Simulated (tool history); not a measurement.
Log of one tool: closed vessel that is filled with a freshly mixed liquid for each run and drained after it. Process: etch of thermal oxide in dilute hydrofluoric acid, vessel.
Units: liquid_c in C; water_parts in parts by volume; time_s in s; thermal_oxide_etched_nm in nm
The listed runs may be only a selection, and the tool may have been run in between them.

| run | day | liquid_c | water_parts | time_s | thermal_oxide_etched_nm |
|---|---|---|---|---|---|
| 1 | 0 | 25 | 195 | 375 | 8.1194 |
| 2 | 0.258 | 25 | 225 | 375 | 6.7983 |
| 3 | 0.529 | 23 | 225 | 375 | 6.3041 |
| 4 | 0.917 | 23 | 255 | 375 | 5.349 |
| 5 | 1.188 | 26 | 225 | 375 | 7.0292 |
| 6 | 1.508 | 26 | 225 | 375 | 7.0376 |

Run 7 has not been measured yet. What should we expect?
| 7 | 1.704 | 28 | 205 | 375 | ? |

thermal_oxide_etched_nm: 8.4458 nm

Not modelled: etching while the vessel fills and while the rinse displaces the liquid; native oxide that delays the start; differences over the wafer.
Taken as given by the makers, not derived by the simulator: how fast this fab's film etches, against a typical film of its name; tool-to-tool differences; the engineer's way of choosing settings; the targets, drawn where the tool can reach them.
